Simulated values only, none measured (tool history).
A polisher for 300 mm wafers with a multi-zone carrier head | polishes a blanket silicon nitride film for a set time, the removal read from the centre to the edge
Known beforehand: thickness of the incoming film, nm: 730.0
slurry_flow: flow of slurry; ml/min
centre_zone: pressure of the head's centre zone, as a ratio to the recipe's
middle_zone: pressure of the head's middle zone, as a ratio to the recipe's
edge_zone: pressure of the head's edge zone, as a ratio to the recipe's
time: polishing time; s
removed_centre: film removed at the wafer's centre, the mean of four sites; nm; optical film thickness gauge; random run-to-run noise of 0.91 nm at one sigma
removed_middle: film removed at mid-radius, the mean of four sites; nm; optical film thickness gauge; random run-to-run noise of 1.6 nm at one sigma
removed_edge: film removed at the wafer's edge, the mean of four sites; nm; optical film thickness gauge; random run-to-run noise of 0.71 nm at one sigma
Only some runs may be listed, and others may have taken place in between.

Run 1, hour 0.0: slurry_flow 135 ml/min, centre_zone 1.00, middle_zone 1.00, edge_zone 1.00, time 49 s. Result: removed_centre 92.938 nm, removed_middle 91.724 nm, removed_edge 86.467 nm.
Run 2, hour 1.7: slurry_flow 135 ml/min, centre_zone 1.00, middle_zone 1.00, edge_zone 1.00, time 54 s. Result: removed_centre 101.760 nm, removed_middle 100.390 nm, removed_edge 94.596 nm.
Run 3, hour 10.4: slurry_flow 145 ml/min, centre_zone 1.00, middle_zone 0.99, edge_zone 1.03, time 54 s. Result: removed_centre 103.800 nm, removed_middle 103.650 nm, removed_edge 95.990 nm.
Run 4, hour 17.7: slurry_flow 145 ml/min, centre_zone 1.00, middle_zone 0.96, edge_zone 1.06, time 55 s. Result: removed_centre 104.410 nm, removed_middle 100.220 nm, removed_edge 99.462 nm.
Run 5, hour 23.1: slurry_flow 145 ml/min, centre_zone 1.00, middle_zone 0.96, edge_zone 0.98, time 55 s. Result: removed_centre 105.250 nm, removed_middle 100.760 nm, removed_edge 95.904 nm.
Run 6, hour 25.4: slurry_flow 145 ml/min, centre_zone 0.93, middle_zone 0.96, edge_zone 0.98, time 55 s. Result: removed_centre 98.734 nm, removed_middle 100.260 nm, removed_edge 96.195 nm.
Run 7, hour 30.0: slurry_flow 155 ml/min, centre_zone 0.94, middle_zone 0.95, edge_zone 1.02, time 56 s. Result: removed_centre 102.180 nm, removed_middle 101.990 nm, removed_edge 99.656 nm.
Run 8, hour 37.2: slurry_flow 160 ml/min, centre_zone 0.95, middle_zone 0.94, edge_zone 1.05, time 56 s. Result: removed_centre 104.110 nm, removed_middle 104.370 nm, removed_edge 101.640 nm.
Run 9, hour 40.7: slurry_flow 165 ml/min, centre_zone 0.96, middle_zone 0.93, edge_zone 1.07, time 56 s. Result: removed_centre 104.780 nm, removed_middle 105.110 nm, removed_edge 103.720 nm.

Run 10, settings as shown, results not yet in. Your forecast:
Run 10, hour 42.5: slurry_flow 195 ml/min, centre_zone 1.00, middle_zone 0.87, edge_zone 1.10, time 56 s. Result: removed_centre ?, removed_middle ?, removed_edge ?.

removed_centre: 112.160 nm
removed_middle: 100.550 nm
removed_edge: 106.120 nm
